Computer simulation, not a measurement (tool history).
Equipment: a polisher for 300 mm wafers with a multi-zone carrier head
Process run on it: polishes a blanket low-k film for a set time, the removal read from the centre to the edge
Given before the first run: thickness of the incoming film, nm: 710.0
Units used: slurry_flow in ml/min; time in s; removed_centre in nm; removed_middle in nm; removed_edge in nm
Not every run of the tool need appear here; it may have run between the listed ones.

run	hour	slurry_flow	centre_zone	middle_zone	edge_zone	slurry_solids	time	removed_centre	removed_middle	removed_edge
1	0.0	155	1.00	1.00	1.00	1.00	38	19.722	20.174	20.545
2	8.8	155	1.00	1.00	1.06	1.00	38	20.061	19.696	21.217
3	10.1	155	0.95	1.00	1.06	1.00	38	18.941	20.209	21.352
4	12.5	165	0.97	1.00	1.09	1.15	38	21.010	21.179	23.035
5	17.6	170	0.98	1.00	1.11	1.25	39	22.449	23.132	24.387
6	25.4	170	0.91	1.00	1.11	1.25	39	20.652	23.200	24.538
7	32.7	175	0.94	0.98	1.13	1.35	40	22.833	23.527	26.676
8	36.3	185	0.96	0.98	1.14	1.40	40	24.003	24.837	27.159
9	39.6	190	0.98	0.97	1.15	1.45	40	25.287	25.078	27.470

What will run 10 give?
10	47.9	210	0.99	0.92	1.19	1.50	41	?	?	?

{"run 10": {"removed_centre": 26.935, "removed_middle": 25.027, "removed_edge": 29.453}}

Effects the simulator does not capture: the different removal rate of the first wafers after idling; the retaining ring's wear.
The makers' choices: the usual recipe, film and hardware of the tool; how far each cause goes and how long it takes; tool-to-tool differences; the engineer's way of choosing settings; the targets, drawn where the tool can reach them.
